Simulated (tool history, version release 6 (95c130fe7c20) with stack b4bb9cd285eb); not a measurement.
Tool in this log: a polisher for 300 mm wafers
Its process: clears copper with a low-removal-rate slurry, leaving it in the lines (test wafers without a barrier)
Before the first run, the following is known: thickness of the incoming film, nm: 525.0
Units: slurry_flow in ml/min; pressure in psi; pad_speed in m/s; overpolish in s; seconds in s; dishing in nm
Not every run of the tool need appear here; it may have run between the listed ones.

run	hour	slurry_flow	pressure	pad_speed	slurry_solids	overpolish	seconds	dishing
1	0.0	265	3.5	1.36	1.00	28	96.678	86.732
2	1.6	300	3.5	1.36	1.00	28	92.943	84.732
3	4.4	300	3.5	1.56	1.00	28	83.720	97.571
4	9.5	330	3.7	1.46	1.15	23	81.847	86.513
5	15.8	330	3.7	1.46	1.00	23	82.984	85.898
# hour 16.7: head pressure recalibrated
6	16.7	330	3.7	1.46	1.00	32	81.162	105.770

What will run 7 give?
7	23.6	355	4.0	1.36	1.00	26	?	?

seconds: 79.187 s
dishing: 97.244 nm

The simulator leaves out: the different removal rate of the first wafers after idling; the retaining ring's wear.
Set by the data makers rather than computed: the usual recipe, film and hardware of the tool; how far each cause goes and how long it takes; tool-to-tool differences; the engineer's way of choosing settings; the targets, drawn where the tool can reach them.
